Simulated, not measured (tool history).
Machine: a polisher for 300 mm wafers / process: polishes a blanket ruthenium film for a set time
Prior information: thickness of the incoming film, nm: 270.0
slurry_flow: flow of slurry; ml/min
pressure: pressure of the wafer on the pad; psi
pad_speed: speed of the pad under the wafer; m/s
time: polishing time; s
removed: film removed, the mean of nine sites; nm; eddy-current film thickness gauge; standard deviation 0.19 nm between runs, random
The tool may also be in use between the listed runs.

{"run": 1, "hour": 0.0, "slurry_flow": 275, "pressure": 2.3, "pad_speed": 0.76, "time": 22, "removed": 22.852}
{"run": 2, "hour": 3.4, "slurry_flow": 325, "pressure": 2.3, "pad_speed": 0.76, "time": 22, "removed": 23.413}
{"run": 3, "hour": 9.7, "slurry_flow": 330, "pressure": 2.4, "pad_speed": 0.76, "time": 22, "removed": 24.022}
{"run": 4, "hour": 11.4, "slurry_flow": 330, "pressure": 2.5, "pad_speed": 0.76, "time": 22, "removed": 25.09}
{"run": 5, "hour": 15.3, "slurry_flow": 330, "pressure": 2.5, "pad_speed": 0.76, "time": 20, "removed": 22.668}
{"run": 6, "hour": 21.1, "slurry_flow": 395, "pressure": 2.5, "pad_speed": 0.76, "time": 20, "removed": 23.04}
{"run": 7, "hour": 22.5, "slurry_flow": 395, "pressure": 2.6, "pad_speed": 0.76, "time": 20, "removed": 23.886}
{"run": 8, "hour": 25.6, "slurry_flow": 395, "pressure": 2.7, "pad_speed": 0.76, "time": 20, "removed": 25.19}

Predict the results of run 9:
{"run": 9, "hour": 29.5, "slurry_flow": 395, "pressure": 2.8, "pad_speed": 0.76, "time": 20, "removed": "?"}

Run 9 measured removed 25.974 nm.

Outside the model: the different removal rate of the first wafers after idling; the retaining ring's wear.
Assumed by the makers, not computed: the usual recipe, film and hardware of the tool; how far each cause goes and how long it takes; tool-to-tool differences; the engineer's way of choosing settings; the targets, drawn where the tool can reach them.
